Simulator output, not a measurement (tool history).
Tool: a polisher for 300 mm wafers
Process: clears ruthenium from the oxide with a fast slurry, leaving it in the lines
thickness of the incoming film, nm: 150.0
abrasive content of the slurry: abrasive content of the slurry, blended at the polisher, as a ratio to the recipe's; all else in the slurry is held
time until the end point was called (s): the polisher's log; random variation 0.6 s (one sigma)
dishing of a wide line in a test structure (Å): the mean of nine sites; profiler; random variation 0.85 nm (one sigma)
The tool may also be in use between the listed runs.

run  hour  flow of slurry (ml/min)  pressure of the wafer on the pad (psi)  speed of the pad under the wafer (m/s)  abrasive content of the slurry  overpolish time after the end point (s)  time until the end point was called (s)  dishing of a wide line in a test structure (Å)
  1     0                      145                                     1.8                                       1                               1                                       14                                   50.896                                          374.17
  2   6.8                      145                                     2.1                                       1                               1                                       14                                   44.668                                          427.85
  3  15.1                      145                                     2.1                                       1                            1.15                                       14                                   42.551                                          446.44
  4    23                      145                                     2.1                                       1                            1.15                                       17                                   42.408                                          528.13
  5  27.3                      145                                     1.9                                       1                            1.15                                       17                                   46.375                                          502.36
  6  36.2                      145                                     1.9                                       1                             1.3                                       17                                   43.638                                          518.78
  7  41.6                      145                                     1.8                                       1                             1.3                                       17                                    46.03                                          501.44
  8  50.5                      145                                     1.7                                       1                             1.3                                       17                                   47.397                                          472.19
  9  57.2                      145                                     1.6                                       1                             1.3                                       17                                   50.135                                          451.36

Forecast run 10:
 10  60.3                      145                                     1.5                                       1                             1.3                                       17                                        ?                                               ?

Run 10 gave time until the end point was called (s) 52.349, dishing of a wide line in a test structure (Å) 432.7.
